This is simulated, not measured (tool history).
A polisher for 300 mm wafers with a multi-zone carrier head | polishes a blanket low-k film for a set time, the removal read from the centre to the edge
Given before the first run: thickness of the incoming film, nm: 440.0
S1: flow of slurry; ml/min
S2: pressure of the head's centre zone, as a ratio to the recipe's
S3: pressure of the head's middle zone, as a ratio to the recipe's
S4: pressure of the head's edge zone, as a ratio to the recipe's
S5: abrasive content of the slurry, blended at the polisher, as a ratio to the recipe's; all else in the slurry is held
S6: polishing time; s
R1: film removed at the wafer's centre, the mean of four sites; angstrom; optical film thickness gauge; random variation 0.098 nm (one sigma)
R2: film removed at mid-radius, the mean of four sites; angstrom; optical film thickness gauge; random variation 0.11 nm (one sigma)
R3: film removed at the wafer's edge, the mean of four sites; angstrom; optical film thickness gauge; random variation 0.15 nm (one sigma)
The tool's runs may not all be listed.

run	hour	S1	S2	S3	S4	S5	S6	R1	R2	R3
1	0.0	300	1.00	1.00	1.00	1.00	45	182.06	197.68	191.42
2	8.6	300	1.01	0.96	0.98	0.90	43	170.25	172.22	174.49
3	11.7	300	1.01	0.94	0.95	0.80	41	154.38	157.27	158.61
4	18.4	300	1.01	0.94	0.95	0.80	45	166.97	167.94	174.39
5	24.8	300	1.01	0.94	0.95	0.80	40	148.36	149.52	153.45
6	29.4	300	1.01	0.94	0.95	0.80	34	125.31	128.16	130.21
7	34.8	300	1.01	0.94	0.95	0.80	34	126.59	129.05	129.52
8	37.5	295	1.02	0.92	0.93	0.80	34	129.61	126.17	132.55

What does the tool deliver on the next run?
9	41.4	320	1.08	0.90	0.89	0.55	33	?	?	?

R1: 114.95 angstrom
R2: 106.97 angstrom
R3: 108.44 angstrom
